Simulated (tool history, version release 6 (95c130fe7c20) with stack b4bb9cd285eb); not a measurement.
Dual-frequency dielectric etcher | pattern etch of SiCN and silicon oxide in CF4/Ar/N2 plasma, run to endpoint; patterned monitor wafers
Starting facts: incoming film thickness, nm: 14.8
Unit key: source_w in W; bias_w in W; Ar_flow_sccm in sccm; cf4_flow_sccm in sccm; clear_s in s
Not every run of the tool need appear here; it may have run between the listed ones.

run 1 hour=0.0 | source_w=360 bias_w=84 Ar_flow_sccm=134 cf4_flow_sccm=45 | clear_s=22.318
run 2 hour=8.1 | source_w=390 bias_w=84 Ar_flow_sccm=134 cf4_flow_sccm=45 | clear_s=20.551
run 3 hour=15.0 | source_w=400 bias_w=84 Ar_flow_sccm=134 cf4_flow_sccm=45 | clear_s=20.011
run 4 hour=21.0 | source_w=410 bias_w=84 Ar_flow_sccm=134 cf4_flow_sccm=45 | clear_s=19.284
run 5 hour=26.7 | source_w=410 bias_w=84 Ar_flow_sccm=134 cf4_flow_sccm=40 | clear_s=19.741
run 6 hour=32.9 | source_w=420 bias_w=84 Ar_flow_sccm=134 cf4_flow_sccm=40 | clear_s=19.307
run 7 hour=38.3 | source_w=430 bias_w=84 Ar_flow_sccm=134 cf4_flow_sccm=40 | clear_s=18.813

Forecast run 8:
run 8 hour=40.5 | source_w=440 bias_w=84 Ar_flow_sccm=134 cf4_flow_sccm=40 | clear_s=?

Run 8 yielded clear_s 18.270 s.
